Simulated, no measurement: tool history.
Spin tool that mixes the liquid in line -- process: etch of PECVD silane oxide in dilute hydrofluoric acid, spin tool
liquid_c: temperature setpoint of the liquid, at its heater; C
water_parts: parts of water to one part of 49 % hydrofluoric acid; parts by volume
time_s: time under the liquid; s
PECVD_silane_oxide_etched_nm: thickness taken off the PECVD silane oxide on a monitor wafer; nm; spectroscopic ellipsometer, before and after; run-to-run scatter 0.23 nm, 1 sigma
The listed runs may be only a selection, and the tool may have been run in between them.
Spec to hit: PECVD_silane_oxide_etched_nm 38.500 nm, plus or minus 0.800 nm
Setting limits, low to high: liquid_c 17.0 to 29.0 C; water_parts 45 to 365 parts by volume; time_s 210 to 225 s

run,hour,liquid_c,water_parts,time_s,PECVD_silane_oxide_etched_nm
1,0.0,21.0,205,210,34.527
2,3.9,21.5,205,210,35.162
3,5.1,21.5,245,210,28.324
4,6.6,21.5,290,210,22.923
5,13.1,23.0,280,210,25.114
6,14.4,19.5,280,210,22.221
7,22.4,19.5,280,210,22.183
8,23.9,21.0,270,210,24.778
9,28.5,22.5,265,210,26.398
10,32.7,23.5,260,210,28.184
11,38.9,24.5,255,210,29.893
12,46.6,25.0,250,210,31.016
13,52.6,25.5,245,210,32.399
14,59.3,26.0,245,210,33.219
15,62.3,26.0,245,210,33.023

4 next moves are on the table. One of them brings every result within its allowed miss. Which?
A,65.3,28.0,305,220,?
B,65.3,26.0,240,225,?
C,65.3,27.0,235,225,?
D,65.3,23.5,190,210,?

move,PECVD_silane_oxide_etched_nm
A,27.782
B,36.301
C,38.584
D,41.417
A: moves away from the targets compared with the last run
B: closer than the last run, but not yet in spec
C: all results land within tolerance of their targets
D: pushes the last run's worst result past its target
Move C is the one to make.
